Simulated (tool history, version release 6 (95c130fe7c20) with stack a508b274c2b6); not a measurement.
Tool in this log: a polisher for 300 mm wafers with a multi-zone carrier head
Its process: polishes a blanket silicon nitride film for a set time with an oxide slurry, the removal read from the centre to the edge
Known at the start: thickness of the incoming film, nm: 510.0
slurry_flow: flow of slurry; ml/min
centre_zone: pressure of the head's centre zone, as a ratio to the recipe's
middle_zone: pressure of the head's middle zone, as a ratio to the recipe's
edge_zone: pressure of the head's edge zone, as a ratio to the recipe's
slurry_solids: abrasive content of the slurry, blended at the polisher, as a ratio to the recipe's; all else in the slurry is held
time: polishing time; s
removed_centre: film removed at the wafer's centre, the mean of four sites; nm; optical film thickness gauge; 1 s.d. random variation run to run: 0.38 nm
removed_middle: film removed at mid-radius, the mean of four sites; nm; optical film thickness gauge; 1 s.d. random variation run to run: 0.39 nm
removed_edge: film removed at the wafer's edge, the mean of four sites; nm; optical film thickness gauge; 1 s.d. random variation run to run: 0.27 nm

run	day	slurry_flow	centre_zone	middle_zone	edge_zone	slurry_solids	time	removed_centre	removed_middle	removed_edge
1	0	125	1	1	1	1	89	35.847	41.188	42.167
2	0.125	125	1	1	1	0.95	89	35.632	39.835	40.741
3	0.267	125	1	0.93	1	0.95	89	35.429	37.127	41.151
4	0.554	125	1	0.93	1	1.15	89	38.523	40.984	44.907
5	0.9	125	1	0.93	1	1.15	110	48.944	50.789	55.781
6	1.162	125	1	0.93	1.03	1.15	110	48.819	52.187	56.039
# day 1.388: centre zone pressure recalibrated
7	1.388	120	1.08	1.01	0.93	0.9	85	40.135	36.575	37.061
8	1.758	115	1.05	1.01	0.91	0.8	84	34.689	34.459	33.758
9	1.858	110	1.04	0.98	0.89	0.75	84	32.82	31.285	32.391
10	2.179	105	1.03	0.98	0.87	0.7	84	31.098	30.19	29.696
11	2.433	105	1.03	0.98	0.87	0.7	84	31.154	30.358	29.945
12	2.629	100	1.02	0.97	0.87	0.7	84	30.557	29.186	30.131
13	2.742	95	1.01	0.97	0.86	0.7	84	29.303	28.788	29.088
14	2.85	90	1.01	0.97	0.86	0.7	84	28.871	28.726	29.417
15	2.983	90	1.01	0.97	0.85	0.7	84	29.216	28.691	28.769
16	3.175	85	1.01	0.97	0.85	0.7	84	28.078	28.204	28.916

For run 17, what comes out?
17	3.517	80	1.01	0.97	0.82	0.65	84	?	?	?

For run 17 the tool returned removed_centre 26.745 nm, removed_middle 26.062 nm, removed_edge 26.828 nm.

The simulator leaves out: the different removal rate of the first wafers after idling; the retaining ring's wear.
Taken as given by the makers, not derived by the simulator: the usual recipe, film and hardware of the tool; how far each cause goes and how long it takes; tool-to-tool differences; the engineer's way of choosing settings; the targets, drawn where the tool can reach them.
